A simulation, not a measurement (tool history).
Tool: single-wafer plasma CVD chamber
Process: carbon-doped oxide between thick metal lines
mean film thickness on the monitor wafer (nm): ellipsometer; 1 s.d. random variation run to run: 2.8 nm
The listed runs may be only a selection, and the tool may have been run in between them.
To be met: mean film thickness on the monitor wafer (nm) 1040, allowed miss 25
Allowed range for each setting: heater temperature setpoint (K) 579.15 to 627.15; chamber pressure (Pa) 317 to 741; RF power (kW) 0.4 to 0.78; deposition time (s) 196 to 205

| run | hour | heater temperature setpoint (K) | chamber pressure (Pa) | RF power (kW) | deposition time (s) | mean film thickness on the monitor wafer (nm) |
|---|---|---|---|---|---|---|
| 1 | 0 | 603.15 | 529 | 0.59 | 205 | 1171.1 |
| 2 | 6.7 | 603.15 | 616 | 0.59 | 205 | 1186.1 |
| 3 | 9.7 | 605.15 | 605 | 0.565 | 204 | 1145.6 |
| 4 | 16.3 | 605.15 | 605 | 0.565 | 205 | 1158.4 |
| 5 | 18.8 | 606.15 | 595 | 0.54 | 204 | 1119.4 |
| 6 | 22.9 | 607.15 | 585 | 0.525 | 204 | 1100.7 |
| 7 | 30.2 | 608.15 | 577 | 0.515 | 204 | 1086.5 |
| 8 | 34.3 | 609.15 | 572 | 0.505 | 204 | 1071.1 |

Which of these 4 next moves meets every target?
| A | 38.4 | 604.15 | 561 | 0.505 | 203 | ? |
| B | 38.4 | 613.15 | 557 | 0.56 | 201 | ? |
| C | 38.4 | 609.15 | 512 | 0.51 | 200 | ? |
| D | 38.4 | 615.15 | 577 | 0.525 | 205 | ? |

| move | mean film thickness on the monitor wafer (nm) |
|---|---|
| A | 1084.4 |
| B | 1090.1 |
| C | 1045.8 |
| D | 1077.9 |
A: further off than the last run
B: further off than the last run
C: all results in spec
D: further off than the last run
Answer: C

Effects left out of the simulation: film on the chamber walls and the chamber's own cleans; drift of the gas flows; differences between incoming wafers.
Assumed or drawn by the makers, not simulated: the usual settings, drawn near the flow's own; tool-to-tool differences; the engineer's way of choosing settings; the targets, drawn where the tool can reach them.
